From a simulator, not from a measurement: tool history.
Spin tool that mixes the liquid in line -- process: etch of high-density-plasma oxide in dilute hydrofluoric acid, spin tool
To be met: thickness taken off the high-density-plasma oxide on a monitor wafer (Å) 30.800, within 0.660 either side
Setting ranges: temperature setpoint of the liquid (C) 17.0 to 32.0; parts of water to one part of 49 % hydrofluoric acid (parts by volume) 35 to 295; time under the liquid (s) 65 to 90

run	hour	temperature setpoint of the liquid (C)	parts of water to one part of 49 % hydrofluoric acid (parts by volume)	time under the liquid (s)	thickness taken off the high-density-plasma oxide on a monitor wafer (Å)
1	0.0	24.0	165	90	57.375
2	4.2	22.0	180	90	48.301
3	6.3	22.0	125	90	73.089
4	12.6	20.5	150	90	56.450
5	15.3	20.5	115	90	76.227
6	16.3	20.5	70	90	130.330
7	20.3	19.5	105	90	81.007
8	24.6	19.0	130	90	62.120
9	29.9	18.5	145	90	54.498
10	36.6	18.0	160	90	46.685
11	43.8	17.5	170	90	42.773
12	49.7	17.5	180	90	40.547
13	50.5	17.5	190	90	37.956

Which of these 4 next moves meets every target?
A	51.3	17.5	170	65	?
B	51.3	17.5	165	65	?
C	51.3	17.0	160	65	?
D	51.3	22.5	150	65	?

move	thickness taken off the high-density-plasma oxide on a monitor wafer (Å)
A	30.861
B	31.950
C	32.441
D	43.512
A: hits every target within its allowed miss
B: an improvement on the last run, though not all results are within tolerance
C: an improvement on the last run, though not all results are within tolerance
D: misses by more than the last run did
Go with A: it meets all targets.

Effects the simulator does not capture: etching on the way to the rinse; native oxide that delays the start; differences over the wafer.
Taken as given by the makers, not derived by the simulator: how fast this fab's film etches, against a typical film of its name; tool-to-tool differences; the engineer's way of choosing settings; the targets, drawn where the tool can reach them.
